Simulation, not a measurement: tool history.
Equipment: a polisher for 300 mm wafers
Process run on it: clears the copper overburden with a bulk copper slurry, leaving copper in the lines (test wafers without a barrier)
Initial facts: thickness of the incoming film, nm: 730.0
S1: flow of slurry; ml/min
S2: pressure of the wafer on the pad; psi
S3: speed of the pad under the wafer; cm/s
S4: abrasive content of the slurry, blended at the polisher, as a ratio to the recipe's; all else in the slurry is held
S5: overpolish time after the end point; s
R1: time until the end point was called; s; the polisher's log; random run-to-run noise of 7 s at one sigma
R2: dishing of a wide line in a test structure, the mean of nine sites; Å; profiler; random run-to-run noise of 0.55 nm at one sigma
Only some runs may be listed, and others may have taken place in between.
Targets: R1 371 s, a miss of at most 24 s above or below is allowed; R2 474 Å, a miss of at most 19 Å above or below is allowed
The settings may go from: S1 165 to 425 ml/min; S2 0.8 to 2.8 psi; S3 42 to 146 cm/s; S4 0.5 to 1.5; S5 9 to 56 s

| run | hour | S1 | S2 | S3 | S4 | S5 | R1 | R2 |
|---|---|---|---|---|---|---|---|---|
| 1 | 0 | 275 | 1.8 | 94 | 1 | 29 | 161.89 | 702.28 |
| 2 | 4.2 | 275 | 1.8 | 94 | 1 | 19 | 166.52 | 531.09 |
| 3 | 5.4 | 275 | 1.7 | 90 | 1 | 21 | 182.37 | 522.33 |
| 4 | 10.4 | 275 | 1.6 | 88 | 1 | 23 | 192.33 | 538.9 |
| 5 | 11.6 | 275 | 1.6 | 88 | 1.2 | 23 | 182.51 | 553.75 |
| 6 | 19.4 | 275 | 1.6 | 104 | 1.2 | 23 | 158.88 | 604.4 |
| 7 | 25.7 | 260 | 1.1 | 78 | 1.1 | 37 | 292.21 | 505.21 |
| 8 | 33.4 | 260 | 1.1 | 78 | 1.1 | 38 | 300.22 | 524.41 |

Below are 4 possible settings for the next run. Only one of them brings all results inside the allowed miss of their targets. Which is it?
| A | 41.1 | 270 | 1 | 62 | 1.35 | 41 | ? | ? |
| B | 41.1 | 220 | 1.2 | 90 | 1 | 26 | ? | ? |
| C | 41.1 | 225 | 0.8 | 68 | 1.05 | 45 | ? | ? |
| D | 41.1 | 190 | 1 | 60 | 1 | 43 | ? | ? |

| move | R1 | R2 |
|---|---|---|
| A | 368.23 | 472.98 |
| B | 246.27 | 467.19 |
| C | 441.71 | 432.06 |
| D | 432.81 | 437.31 |
A: meets every target
B: moves away from the targets compared with the last run
C: the result that was furthest off in the last run now lies on the other side of its target
D: the result that was furthest off in the last run now lies on the other side of its target
Go with A: it meets all targets.
